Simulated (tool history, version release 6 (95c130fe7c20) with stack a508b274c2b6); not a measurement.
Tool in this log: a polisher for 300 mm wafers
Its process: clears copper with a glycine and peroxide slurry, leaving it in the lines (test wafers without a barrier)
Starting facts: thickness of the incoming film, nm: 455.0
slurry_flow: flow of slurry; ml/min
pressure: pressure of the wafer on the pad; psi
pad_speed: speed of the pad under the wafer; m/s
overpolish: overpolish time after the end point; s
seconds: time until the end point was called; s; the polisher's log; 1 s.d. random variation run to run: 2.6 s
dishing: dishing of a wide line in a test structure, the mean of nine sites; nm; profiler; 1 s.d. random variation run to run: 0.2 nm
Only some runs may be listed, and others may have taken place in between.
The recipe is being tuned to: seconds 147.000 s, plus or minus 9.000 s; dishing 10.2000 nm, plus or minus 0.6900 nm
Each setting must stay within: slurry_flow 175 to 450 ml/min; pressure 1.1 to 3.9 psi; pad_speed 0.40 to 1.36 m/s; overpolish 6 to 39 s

{"run": 1, "hour": 0.0, "slurry_flow": 290, "pressure": 2.5, "pad_speed": 0.88, "overpolish": 20, "seconds": 97.264, "dishing": 9.2792}
{"run": 2, "hour": 8.4, "slurry_flow": 295, "pressure": 2.4, "pad_speed": 0.86, "overpolish": 20, "seconds": 100.24, "dishing": 9.2079}
{"run": 3, "hour": 13.0, "slurry_flow": 285, "pressure": 2.3, "pad_speed": 0.82, "overpolish": 21, "seconds": 106.42, "dishing": 9.6355}
{"run": 4, "hour": 13.5, "slurry_flow": 290, "pressure": 2.2, "pad_speed": 0.82, "overpolish": 20, "seconds": 109.52, "dishing": 9.6155}
{"run": 5, "hour": 18.5, "slurry_flow": 290, "pressure": 2.4, "pad_speed": 0.82, "overpolish": 20, "seconds": 104.58, "dishing": 9.2601}
{"run": 6, "hour": 25.8, "slurry_flow": 290, "pressure": 2.3, "pad_speed": 0.8, "overpolish": 20, "seconds": 109.51, "dishing": 9.5328}
{"run": 7, "hour": 27.4, "slurry_flow": 295, "pressure": 2.2, "pad_speed": 0.78, "overpolish": 19, "seconds": 117.03, "dishing": 9.2996}
{"run": 8, "hour": 28.5, "slurry_flow": 215, "pressure": 1.7, "pad_speed": 0.66, "overpolish": 29, "seconds": 160.5, "dishing": 10.562}
{"run": 9, "hour": 33.5, "slurry_flow": 215, "pressure": 1.7, "pad_speed": 0.66, "overpolish": 28, "seconds": 166.01, "dishing": 10.822}
{"run": 10, "hour": 37.0, "slurry_flow": 220, "pressure": 1.7, "pad_speed": 0.66, "overpolish": 28, "seconds": 160.35, "dishing": 10.732}
{"run": 11, "hour": 42.5, "slurry_flow": 225, "pressure": 1.7, "pad_speed": 0.66, "overpolish": 27, "seconds": 164.68, "dishing": 10.472}

Consider the 5 candidate settings below. Which is the only one whose results all fall within their allowed miss of target?
{"run": "A", "hour": 48.0, "slurry_flow": 220, "pressure": 2.0, "pad_speed": 0.54, "overpolish": 29, "seconds": "?", "dishing": "?"}
{"run": "B", "hour": 48.0, "slurry_flow": 255, "pressure": 1.3, "pad_speed": 0.62, "overpolish": 26, "seconds": "?", "dishing": "?"}
{"run": "C", "hour": 48.0, "slurry_flow": 295, "pressure": 1.6, "pad_speed": 0.78, "overpolish": 19, "seconds": "?", "dishing": "?"}
{"run": "D", "hour": 48.0, "slurry_flow": 175, "pressure": 1.5, "pad_speed": 0.7, "overpolish": 30, "seconds": "?", "dishing": "?"}
{"run": "E", "hour": 48.0, "slurry_flow": 280, "pressure": 1.5, "pad_speed": 0.56, "overpolish": 15, "seconds": "?", "dishing": "?"}

move=A seconds=166.030 dishing=10.8570
move=B seconds=194.780 dishing=11.3050
move=C seconds=145.660 dishing=10.3440
move=D seconds=175.520 dishing=10.7940
move=E seconds=188.160 dishing=10.5290
A: misses by more than the last run did
B: misses by more than the last run did
C: all results in spec
D: misses by more than the last run did
E: misses by more than the last run did
So the answer is move C, the one that meets all the targets.
